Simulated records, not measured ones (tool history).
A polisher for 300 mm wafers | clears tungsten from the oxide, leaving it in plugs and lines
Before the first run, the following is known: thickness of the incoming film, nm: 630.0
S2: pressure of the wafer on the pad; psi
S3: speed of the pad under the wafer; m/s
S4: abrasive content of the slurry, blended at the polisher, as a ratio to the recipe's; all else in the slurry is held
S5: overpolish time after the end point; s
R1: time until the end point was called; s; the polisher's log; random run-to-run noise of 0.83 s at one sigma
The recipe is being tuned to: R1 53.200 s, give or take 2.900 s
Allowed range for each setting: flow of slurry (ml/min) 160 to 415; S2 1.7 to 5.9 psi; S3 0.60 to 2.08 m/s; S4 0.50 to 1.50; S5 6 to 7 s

run 1 hour=0.0 | flow_of_slurry_(ml/min)=265 S2=3.8 S3=1.34 S4=1.00 S5=7 | R1=79.931
run 2 hour=1.2 | flow_of_slurry_(ml/min)=265 S2=4.3 S3=1.36 S4=1.00 S5=7 | R1=69.631
run 3 hour=7.5 | flow_of_slurry_(ml/min)=265 S2=5.2 S3=1.36 S4=1.00 S5=7 | R1=59.534
run 4 hour=14.6 | flow_of_slurry_(ml/min)=265 S2=5.2 S3=1.36 S4=1.00 S5=7 | R1=57.854
run 5 hour=18.9 | flow_of_slurry_(ml/min)=265 S2=5.2 S3=1.36 S4=1.00 S5=7 | R1=57.215
run 6 hour=22.6 | flow_of_slurry_(ml/min)=310 S2=5.2 S3=1.36 S4=1.00 S5=7 | R1=58.545
run 7 hour=29.1 | flow_of_slurry_(ml/min)=310 S2=5.3 S3=1.36 S4=1.00 S5=7 | R1=55.937
run 8 hour=32.1 | flow_of_slurry_(ml/min)=310 S2=5.3 S3=1.36 S4=1.00 S5=7 | R1=57.855

Next run, 4 choices. One meets every target within its allowed miss, the rest don't. Which?
run A hour=35.1 | flow_of_slurry_(ml/min)=325 S2=5.9 S3=1.32 S4=0.85 S5=6 | R1=?
run B hour=35.1 | flow_of_slurry_(ml/min)=335 S2=4.8 S3=1.38 S4=0.90 S5=6 | R1=?
run C hour=35.1 | flow_of_slurry_(ml/min)=320 S2=5.4 S3=1.14 S4=0.95 S5=7 | R1=?
run D hour=35.1 | flow_of_slurry_(ml/min)=315 S2=5.0 S3=1.34 S4=0.85 S5=7 | R1=?

move=A R1=54.543
move=B R1=63.336
move=C R1=65.192
move=D R1=63.537
A: in spec on every target
B: lands further from the targets than the last run did
C: lands further from the targets than the last run did
D: lands further from the targets than the last run did
A meets every target.

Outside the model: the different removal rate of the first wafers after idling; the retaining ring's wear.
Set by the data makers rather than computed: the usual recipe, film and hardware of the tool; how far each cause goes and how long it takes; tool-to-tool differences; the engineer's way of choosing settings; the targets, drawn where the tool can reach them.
